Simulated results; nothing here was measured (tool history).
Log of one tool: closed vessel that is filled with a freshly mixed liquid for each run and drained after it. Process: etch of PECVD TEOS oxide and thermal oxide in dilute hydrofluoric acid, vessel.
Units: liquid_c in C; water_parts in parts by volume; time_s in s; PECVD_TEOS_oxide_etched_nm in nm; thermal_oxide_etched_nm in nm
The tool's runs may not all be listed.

{"run": 1, "hour": 0.0, "liquid_c": 20, "water_parts": 85, "time_s": 65, "PECVD_TEOS_oxide_etched_nm": 5.1377, "thermal_oxide_etched_nm": 2.7999}
{"run": 2, "hour": 1.1, "liquid_c": 22, "water_parts": 85, "time_s": 65, "PECVD_TEOS_oxide_etched_nm": 5.6752, "thermal_oxide_etched_nm": 2.9994}
{"run": 3, "hour": 8.9, "liquid_c": 22.5, "water_parts": 80, "time_s": 65, "PECVD_TEOS_oxide_etched_nm": 6.1787, "thermal_oxide_etched_nm": 3.2757}
{"run": 4, "hour": 10.5, "liquid_c": 24.5, "water_parts": 80, "time_s": 65, "PECVD_TEOS_oxide_etched_nm": 6.7619, "thermal_oxide_etched_nm": 3.627}
{"run": 5, "hour": 16.2, "liquid_c": 24.5, "water_parts": 105, "time_s": 65, "PECVD_TEOS_oxide_etched_nm": 4.9826, "thermal_oxide_etched_nm": 2.6946}
{"hour": 18.4, "done": "thermometer replaced"}
{"run": 6, "hour": 18.4, "liquid_c": 24.5, "water_parts": 105, "time_s": 40, "PECVD_TEOS_oxide_etched_nm": 3.2958, "thermal_oxide_etched_nm": 1.7586}
{"run": 7, "hour": 25.6, "liquid_c": 25.5, "water_parts": 90, "time_s": 40, "PECVD_TEOS_oxide_etched_nm": 4.0559, "thermal_oxide_etched_nm": 2.1668}

Forecast run 8:
{"run": 8, "hour": 29.6, "liquid_c": 26, "water_parts": 80, "time_s": 40, "PECVD_TEOS_oxide_etched_nm": "?", "thermal_oxide_etched_nm": "?"}

PECVD_TEOS_oxide_etched_nm: 4.8379 nm
thermal_oxide_etched_nm: 2.5964 nm

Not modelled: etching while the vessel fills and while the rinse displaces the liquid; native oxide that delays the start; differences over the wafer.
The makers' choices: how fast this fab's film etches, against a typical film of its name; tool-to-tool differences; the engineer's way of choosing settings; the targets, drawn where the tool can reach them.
